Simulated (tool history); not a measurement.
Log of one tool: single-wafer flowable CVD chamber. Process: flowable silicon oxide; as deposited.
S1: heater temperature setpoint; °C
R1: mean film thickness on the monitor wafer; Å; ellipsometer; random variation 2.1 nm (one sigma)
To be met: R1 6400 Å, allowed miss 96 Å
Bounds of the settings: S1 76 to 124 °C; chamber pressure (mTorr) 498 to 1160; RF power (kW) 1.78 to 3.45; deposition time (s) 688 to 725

Run 1, hour 0: S1 100 °C, chamber pressure (mTorr) 829, RF power (kW) 2.615, deposition time (s) 725. Result: R1 5191.2 Å.
Run 2, hour 7: S1 104 °C, chamber pressure (mTorr) 829, RF power (kW) 2.615, deposition time (s) 725. Result: R1 4452.1 Å.
Run 3, hour 15.3: S1 104 °C, chamber pressure (mTorr) 829, RF power (kW) 2.615, deposition time (s) 725. Result: R1 4433.9 Å.
Run 4, hour 18: S1 104 °C, chamber pressure (mTorr) 897, RF power (kW) 2.615, deposition time (s) 725. Result: R1 4797 Å.
Run 5, hour 21.2: S1 100 °C, chamber pressure (mTorr) 897, RF power (kW) 2.615, deposition time (s) 725. Result: R1 5610.3 Å.
Run 6, hour 24.6: S1 99 °C, chamber pressure (mTorr) 897, RF power (kW) 2.615, deposition time (s) 725. Result: R1 5771.4 Å.
Run 7, hour 32.9: S1 98 °C, chamber pressure (mTorr) 897, RF power (kW) 2.615, deposition time (s) 725. Result: R1 6041.5 Å.
Run 8, hour 33.6: S1 97 °C, chamber pressure (mTorr) 897, RF power (kW) 2.615, deposition time (s) 725. Result: R1 6268.4 Å.

5 next moves are on the table. One of them brings every result within its allowed miss. Which?
Run A, hour 34.3: S1 99 °C, chamber pressure (mTorr) 1003, RF power (kW) 2.66, deposition time (s) 722. Result: R1 ?.
Run B, hour 34.3: S1 95 °C, chamber pressure (mTorr) 830, RF power (kW) 2.71, deposition time (s) 720. Result: R1 ?.
Run C, hour 34.3: S1 94 °C, chamber pressure (mTorr) 848, RF power (kW) 2.72, deposition time (s) 722. Result: R1 ?.
Run D, hour 34.3: S1 98 °C, chamber pressure (mTorr) 922, RF power (kW) 2.26, deposition time (s) 722. Result: R1 ?.
Run E, hour 34.3: S1 94 °C, chamber pressure (mTorr) 834, RF power (kW) 2.34, deposition time (s) 691. Result: R1 ?.

move      R1
   A  6433.1
   B  6225.1
   C  6624.4
   D  6030.1
   E  6117.8
A: meets every target
B: further off than the last run
C: takes the result that was furthest off past its target
D: further off than the last run
E: further off than the last run
Move A is the one to make.
